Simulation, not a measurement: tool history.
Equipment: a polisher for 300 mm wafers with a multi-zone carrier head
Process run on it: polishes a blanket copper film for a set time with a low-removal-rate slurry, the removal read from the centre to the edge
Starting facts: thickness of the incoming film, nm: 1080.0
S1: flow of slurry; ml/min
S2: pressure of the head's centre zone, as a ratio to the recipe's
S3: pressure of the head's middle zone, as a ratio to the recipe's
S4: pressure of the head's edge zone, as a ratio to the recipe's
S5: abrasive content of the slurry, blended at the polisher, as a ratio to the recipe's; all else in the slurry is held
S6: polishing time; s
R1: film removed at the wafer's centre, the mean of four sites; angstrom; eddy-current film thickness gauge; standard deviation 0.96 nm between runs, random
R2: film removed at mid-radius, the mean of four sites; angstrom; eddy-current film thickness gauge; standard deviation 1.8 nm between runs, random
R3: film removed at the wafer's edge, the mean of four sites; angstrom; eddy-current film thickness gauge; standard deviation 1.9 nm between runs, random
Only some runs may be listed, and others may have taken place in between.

run  hour   S1    S2    S3    S4    S5  S6      R1      R2      R3
  1     0  270     1     1     1     1  73  1499.2  1470.9  1495.4
  2   3.1  270     1     1     1     1  86  1782.1  1746.1  1758.6
  3   6.7  265  0.97  0.99     1   0.9  85  1667.4  1670.4  1704.3
  4  13.6  260  0.94  0.98     1  0.85  84    1564  1620.6  1663.9
  5  18.3  255  0.92  0.97  0.99   0.8  84  1506.9  1590.2  1615.9
  6    25  250   0.9  0.96  0.99  0.75  84    1463  1528.9  1593.4
     33.5  -- edge zone pressure recalibrated
  7  33.5  245  0.88  0.96  0.99   0.7  84  1410.4  1519.2  1671.2
  8  38.4  245  0.87  0.96  0.96  0.65  83  1373.2  1450.1  1542.5
  9  42.4  210  0.81  0.98  0.99  0.55  81  1168.8  1374.6  1484.5

What will run 10 give?
 10    43  210  0.81  0.98  0.99  0.55  81   ?   ?   ?

R1: 1171.6 angstrom
R2: 1403 angstrom
R3: 1483.2 angstrom

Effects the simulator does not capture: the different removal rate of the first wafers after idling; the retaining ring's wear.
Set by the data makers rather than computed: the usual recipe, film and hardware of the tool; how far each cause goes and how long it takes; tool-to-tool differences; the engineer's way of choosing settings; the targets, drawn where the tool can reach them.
